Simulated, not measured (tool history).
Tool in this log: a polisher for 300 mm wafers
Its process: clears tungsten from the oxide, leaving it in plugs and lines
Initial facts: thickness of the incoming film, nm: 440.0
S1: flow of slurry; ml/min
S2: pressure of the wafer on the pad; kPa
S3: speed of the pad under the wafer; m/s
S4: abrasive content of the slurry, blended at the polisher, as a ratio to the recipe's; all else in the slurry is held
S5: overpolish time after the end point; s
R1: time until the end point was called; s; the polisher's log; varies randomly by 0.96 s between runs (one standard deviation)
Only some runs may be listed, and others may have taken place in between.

Run 1, day 0: S1 215 ml/min, S2 22.1 kPa, S3 1.24 m/s, S4 1, S5 50 s. Result: R1 80.065 s.
Run 2, day 0.317: S1 215 ml/min, S2 22.1 kPa, S3 1.24 m/s, S4 1.2, S5 50 s. Result: R1 80.365 s.
Run 3, day 0.396: S1 215 ml/min, S2 23.4 kPa, S3 1.26 m/s, S4 1.2, S5 50 s. Result: R1 72.771 s.
Run 4, day 0.55: S1 215 ml/min, S2 25.5 kPa, S3 1.26 m/s, S4 1.2, S5 50 s. Result: R1 68.563 s.
Run 5, day 0.704: S1 160 ml/min, S2 25.5 kPa, S3 1.26 m/s, S4 1.2, S5 50 s. Result: R1 71.192 s.
Run 6, day 1.046: S1 160 ml/min, S2 26.2 kPa, S3 1.26 m/s, S4 1.2, S5 50 s. Result: R1 68.573 s.
Run 7, day 1.271: S1 160 ml/min, S2 26.9 kPa, S3 1.26 m/s, S4 1.2, S5 50 s. Result: R1 67.587 s.
Run 8, day 1.338: S1 160 ml/min, S2 27.6 kPa, S3 1.26 m/s, S4 1.2, S5 50 s. Result: R1 67.399 s.

Run 9 has not been measured yet. What should we expect?
Run 9, day 1.562: S1 160 ml/min, S2 28.3 kPa, S3 1.28 m/s, S4 1.2, S5 50 s. Result: R1 ?.

{"run 9": {"R1": 62.741}}

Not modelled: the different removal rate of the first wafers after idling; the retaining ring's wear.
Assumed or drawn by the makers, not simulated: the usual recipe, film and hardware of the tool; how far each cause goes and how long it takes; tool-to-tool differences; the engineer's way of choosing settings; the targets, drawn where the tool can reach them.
